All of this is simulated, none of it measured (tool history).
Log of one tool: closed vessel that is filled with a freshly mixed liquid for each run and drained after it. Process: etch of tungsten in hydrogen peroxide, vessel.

run	hour	temperature setpoint of the liquid (K)	concentration of hydrogen peroxide in the mixed liquid (% by weight)	time in the liquid (s)	thickness taken off the tungsten on a monitor wafer (angstrom)
1	0	324.15	21	95	1039.1
2	1.8	322.15	21	95	917.24
3	6.8	320.65	21	95	845.49
4	7.7	327.15	21	95	1226.8
5	16	332.65	21	95	1698.9
6	22.7	332.65	21	95	1710.1
7	27.7	329.15	21	95	1388
8	34.5	326.15	21	95	1170
9	40.9	326.15	21	95	1176.7
10	46.9	323.65	21	95	1014.8
11	55	321.65	21	95	903.15

Forecast run 12:
12	64.3	320.15	21	95	?

{"run 12": {"thickness taken off the tungsten on a monitor wafer (angstrom)": 819.01}}
